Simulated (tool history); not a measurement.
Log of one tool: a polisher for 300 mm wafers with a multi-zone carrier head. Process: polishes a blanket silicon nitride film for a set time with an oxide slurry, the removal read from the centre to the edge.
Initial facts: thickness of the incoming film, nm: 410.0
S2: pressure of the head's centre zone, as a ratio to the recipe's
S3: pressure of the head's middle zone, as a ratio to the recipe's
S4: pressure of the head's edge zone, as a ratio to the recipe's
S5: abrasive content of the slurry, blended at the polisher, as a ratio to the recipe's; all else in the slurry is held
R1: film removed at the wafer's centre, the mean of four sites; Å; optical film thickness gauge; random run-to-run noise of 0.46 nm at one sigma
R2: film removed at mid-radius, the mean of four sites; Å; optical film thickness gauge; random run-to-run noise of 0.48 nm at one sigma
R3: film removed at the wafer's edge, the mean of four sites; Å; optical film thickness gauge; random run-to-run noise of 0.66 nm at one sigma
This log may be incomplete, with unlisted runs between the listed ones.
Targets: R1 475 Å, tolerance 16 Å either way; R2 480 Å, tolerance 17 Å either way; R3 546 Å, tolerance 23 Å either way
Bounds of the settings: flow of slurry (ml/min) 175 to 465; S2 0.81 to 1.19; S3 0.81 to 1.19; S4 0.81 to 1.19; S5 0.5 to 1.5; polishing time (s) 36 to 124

run 1 day=0 | flow_of_slurry_(ml/min)=295 S2=1 S3=1 S4=1 S5=1 polishing_time_(s)=79 | R1=402.57 R2=398.71 R3=382.01
run 2 day=0.292 | flow_of_slurry_(ml/min)=295 S2=1 S3=1 S4=1 S5=1.1 polishing_time_(s)=79 | R1=417.92 R2=416.14 R3=393.64
run 3 day=0.462 | flow_of_slurry_(ml/min)=295 S2=1 S3=1 S4=1 S5=1 polishing_time_(s)=79 | R1=406.61 R2=397.22 R3=375.61
run 4 day=0.708 | flow_of_slurry_(ml/min)=290 S2=0.99 S3=0.97 S4=1.04 S5=1.15 polishing_time_(s)=80 | R1=426.09 R2=419.47 R3=410.46
run 5 day=1.062 | flow_of_slurry_(ml/min)=285 S2=0.96 S3=0.93 S4=1.08 S5=1.25 polishing_time_(s)=82 | R1=433.56 R2=435.45 R3=450.21
run 6 day=1.117 | flow_of_slurry_(ml/min)=225 S2=0.96 S3=0.93 S4=1.08 S5=1.25 polishing_time_(s)=82 | R1=418.79 R2=417.76 R3=439.8
run 7 day=1.417 | flow_of_slurry_(ml/min)=225 S2=0.96 S3=0.93 S4=1.08 S5=1.25 polishing_time_(s)=82 | R1=420.82 R2=416.31 R3=437.54
run 8 day=1.696 | flow_of_slurry_(ml/min)=245 S2=0.91 S3=0.9 S4=1.18 S5=1.5 polishing_time_(s)=86 | R1=455.22 R2=458.25 R3=510.13
run 9 day=1.879 | flow_of_slurry_(ml/min)=250 S2=0.9 S3=0.89 S4=1.18 S5=1.5 polishing_time_(s)=87 | R1=458.44 R2=452.6 R3=512.86
run 10 day=2.121 | flow_of_slurry_(ml/min)=250 S2=0.89 S3=0.89 S4=1.18 S5=1.5 polishing_time_(s)=88 | R1=457.32 R2=467.95 R3=529.16
run 11 day=2.2 | flow_of_slurry_(ml/min)=255 S2=0.89 S3=0.89 S4=1.18 S5=1.5 polishing_time_(s)=88 | R1=454.12 R2=464.18 R3=531.44

5 next moves are on the table. One of them brings every result within its allowed miss. Which?
run A day=2.279 | flow_of_slurry_(ml/min)=290 S2=1 S3=0.92 S4=1.11 S5=1.5 polishing_time_(s)=81 | R1=? R2=? R3=?
run B day=2.279 | flow_of_slurry_(ml/min)=215 S2=0.89 S3=0.98 S4=1.17 S5=1.45 polishing_time_(s)=96 | R1=? R2=? R3=?
run C day=2.279 | flow_of_slurry_(ml/min)=255 S2=0.9 S3=0.95 S4=1.18 S5=1.5 polishing_time_(s)=90 | R1=? R2=? R3=?
run D day=2.279 | flow_of_slurry_(ml/min)=300 S2=0.9 S3=0.9 S4=1.19 S5=1.4 polishing_time_(s)=90 | R1=? R2=? R3=?
run E day=2.279 | flow_of_slurry_(ml/min)=180 S2=0.85 S3=1 S4=1.19 S5=1.35 polishing_time_(s)=98 | R1=? R2=? R3=?

move=A R1=482.07 R2=451.06 R3=479.66
move=B R1=480.85 R2=535.91 R3=559.17
move=C R1=473.77 R2=507.33 R3=542.7
move=D R1=471.57 R2=481.88 R3=539.49
move=E R1=441.12 R2=525.8 R3=548
A: the worst result of the last run now meets its target, but another is out of spec
B: the worst result of the last run now meets its target, but another is out of spec
C: the worst result of the last run now meets its target, but another is out of spec
D: each result inside its tolerance
E: the biggest miss grows against the last run
The move that meets every target is D.

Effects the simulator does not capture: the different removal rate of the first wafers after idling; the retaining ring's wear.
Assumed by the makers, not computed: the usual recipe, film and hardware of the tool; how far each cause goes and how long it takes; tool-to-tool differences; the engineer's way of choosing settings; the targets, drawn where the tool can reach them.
